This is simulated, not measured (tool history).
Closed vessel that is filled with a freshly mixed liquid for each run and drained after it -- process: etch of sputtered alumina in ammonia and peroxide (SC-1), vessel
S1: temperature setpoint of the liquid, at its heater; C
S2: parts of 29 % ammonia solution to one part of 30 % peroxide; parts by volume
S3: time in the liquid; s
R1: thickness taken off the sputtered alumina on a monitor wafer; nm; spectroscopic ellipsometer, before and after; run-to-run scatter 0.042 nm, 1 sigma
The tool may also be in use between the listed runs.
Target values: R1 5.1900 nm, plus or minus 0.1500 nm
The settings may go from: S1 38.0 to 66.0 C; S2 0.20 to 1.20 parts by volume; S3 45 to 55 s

run	hour	S1	S2	S3	R1
1	0.0	50.0	0.90	55	4.0861
2	3.2	51.0	0.90	55	4.3239
3	9.7	46.5	0.90	55	3.3421
4	17.3	46.5	1.20	55	3.4243
5	17.9	46.5	1.05	55	3.3539
6	21.9	48.0	1.05	55	3.6871
7	28.2	49.0	1.05	55	3.8922
8	36.4	50.0	1.05	55	4.1216
9	41.1	50.5	1.05	55	4.2224
10	42.9	51.0	1.05	55	4.4416
11	44.4	51.5	1.05	55	4.4362
12	47.0	52.0	1.05	55	4.6781
13	55.6	52.5	1.05	55	4.6724
14	64.6	53.0	1.05	55	4.8668

Exercise: of the 5 proposed moves below, exactly one satisfies all targets within the stated allowed misses. Which move is it?
A	73.6	54.5	0.75	50	?
B	73.6	53.5	1.10	50	?
C	73.6	58.0	1.20	45	?
D	73.6	56.0	1.20	45	?
E	73.6	56.5	1.20	45	?

move	R1
A	4.5865
B	4.5088
C	5.1897
D	4.6736
E	4.7982
A: moves away from the targets compared with the last run
B: moves away from the targets compared with the last run
C: every result lands within tolerance
D: moves away from the targets compared with the last run
E: moves away from the targets compared with the last run
The right move is C.

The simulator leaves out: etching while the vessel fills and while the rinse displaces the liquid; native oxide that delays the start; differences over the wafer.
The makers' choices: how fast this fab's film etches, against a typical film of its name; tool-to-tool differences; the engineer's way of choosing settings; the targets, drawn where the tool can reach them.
